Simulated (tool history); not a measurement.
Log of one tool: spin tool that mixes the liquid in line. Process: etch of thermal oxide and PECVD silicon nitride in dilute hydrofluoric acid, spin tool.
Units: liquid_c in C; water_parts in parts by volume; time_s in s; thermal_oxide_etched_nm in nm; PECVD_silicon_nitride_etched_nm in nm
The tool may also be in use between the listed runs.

run	hour	liquid_c	water_parts	time_s	thermal_oxide_etched_nm	PECVD_silicon_nitride_etched_nm
1	0.0	23.0	115	180	6.4033	4.9297
2	0.9	23.0	115	255	9.1556	6.8860
3	6.2	23.0	115	210	7.5023	5.6887
4	13.0	23.0	95	210	9.4091	6.8933
5	18.0	23.0	130	210	6.5239	5.0715
6	26.0	23.5	125	210	6.9258	5.4491
7	28.0	24.0	120	210	7.4940	5.8037

Run 8 comes next. What will it give?
8	33.0	25.0	120	210	?	?

Run 8 gave thermal_oxide_etched_nm 7.7079 nm, PECVD_silicon_nitride_etched_nm 6.2854 nm.
